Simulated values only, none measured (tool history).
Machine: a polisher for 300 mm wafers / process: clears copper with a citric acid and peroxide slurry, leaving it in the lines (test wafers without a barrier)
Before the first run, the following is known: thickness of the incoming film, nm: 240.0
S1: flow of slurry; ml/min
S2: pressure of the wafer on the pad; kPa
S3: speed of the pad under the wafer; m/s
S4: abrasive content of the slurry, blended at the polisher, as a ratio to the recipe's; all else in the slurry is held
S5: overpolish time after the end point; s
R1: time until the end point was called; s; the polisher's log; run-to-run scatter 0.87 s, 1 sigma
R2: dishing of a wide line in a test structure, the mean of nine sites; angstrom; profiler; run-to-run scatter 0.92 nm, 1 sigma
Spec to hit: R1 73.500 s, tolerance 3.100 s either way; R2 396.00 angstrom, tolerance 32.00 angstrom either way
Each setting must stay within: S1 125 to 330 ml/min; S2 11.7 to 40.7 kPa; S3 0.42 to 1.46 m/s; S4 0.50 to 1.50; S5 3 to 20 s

run,hour,S1,S2,S3,S4,S5,R1,R2
1,0.0,210,26.2,0.94,1.00,10,97.147,204.86
2,2.6,210,26.2,0.94,0.90,10,96.518,204.17
3,5.5,165,26.2,0.94,0.90,10,99.242,191.81
4,12.0,165,26.9,0.94,0.90,11,98.067,218.84
5,16.7,165,27.6,0.94,0.90,11,95.899,214.44
6,23.1,170,28.3,0.94,0.90,11,93.653,225.62
7,27.1,170,28.3,0.94,0.90,11,92.535,223.93
8,29.5,170,29.0,0.94,0.90,11,91.793,218.76
9,30.4,170,29.6,0.94,0.90,12,89.361,247.91

Exercise: of the 4 proposed moves below, exactly one satisfies all targets within the stated allowed misses. Which move is it?
A,31.3,200,29.6,1.12,0.90,17,?,?
B,31.3,150,39.3,0.48,0.85,11,?,?
C,31.3,130,33.8,0.92,1.15,15,?,?
D,31.3,145,31.7,1.00,0.75,14,?,?

move,R1,R2
A,73.980,396.56
B,129.490,165.46
C,81.300,331.22
D,84.229,302.31
A: every result lands within tolerance
B: misses by more than the last run did
C: an improvement on the last run, though not all results are within tolerance
D: an improvement on the last run, though not all results are within tolerance
Answer: A
